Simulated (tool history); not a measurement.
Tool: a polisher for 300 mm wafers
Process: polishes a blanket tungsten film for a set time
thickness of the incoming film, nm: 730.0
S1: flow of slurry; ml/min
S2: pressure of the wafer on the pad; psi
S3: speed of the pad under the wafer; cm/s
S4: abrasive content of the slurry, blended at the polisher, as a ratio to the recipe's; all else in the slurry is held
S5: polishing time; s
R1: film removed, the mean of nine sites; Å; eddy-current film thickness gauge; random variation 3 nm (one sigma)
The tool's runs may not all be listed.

{"run": 1, "hour": 0.0, "S1": 220, "S2": 3.1, "S3": 82, "S4": 1, "S5": 45, "R1": 1645.6}
{"run": 2, "hour": 5.8, "S1": 220, "S2": 3.3, "S3": 82, "S4": 1, "S5": 45, "R1": 1782.9}
{"run": 3, "hour": 14.7, "S1": 220, "S2": 3.5, "S3": 82, "S4": 1, "S5": 45, "R1": 1842.3}
{"run": 4, "hour": 19.6, "S1": 220, "S2": 3.5, "S3": 82, "S4": 1.1, "S5": 45, "R1": 1921}
{"run": 5, "hour": 21.0, "S1": 220, "S2": 3.5, "S3": 82, "S4": 1.2, "S5": 45, "R1": 1976.2}
{"run": 6, "hour": 25.1, "S1": 220, "S2": 3.5, "S3": 92, "S4": 1.2, "S5": 45, "R1": 2157.5}
{"run": 7, "hour": 33.7, "S1": 220, "S2": 3.6, "S3": 92, "S4": 1.2, "S5": 45, "R1": 2240.8}
{"run": 8, "hour": 42.6, "S1": 220, "S2": 3.7, "S3": 92, "S4": 1.2, "S5": 45, "R1": 2276.4}
{"run": 9, "hour": 44.7, "S1": 220, "S2": 3.8, "S3": 92, "S4": 1.2, "S5": 45, "R1": 2396.4}

The next listed run, before its measurement:
{"run": 10, "hour": 45.7, "S1": 220, "S2": 3.9, "S3": 92, "S4": 1.2, "S5": 45, "R1": "?"}

R1: 2411.7 Å

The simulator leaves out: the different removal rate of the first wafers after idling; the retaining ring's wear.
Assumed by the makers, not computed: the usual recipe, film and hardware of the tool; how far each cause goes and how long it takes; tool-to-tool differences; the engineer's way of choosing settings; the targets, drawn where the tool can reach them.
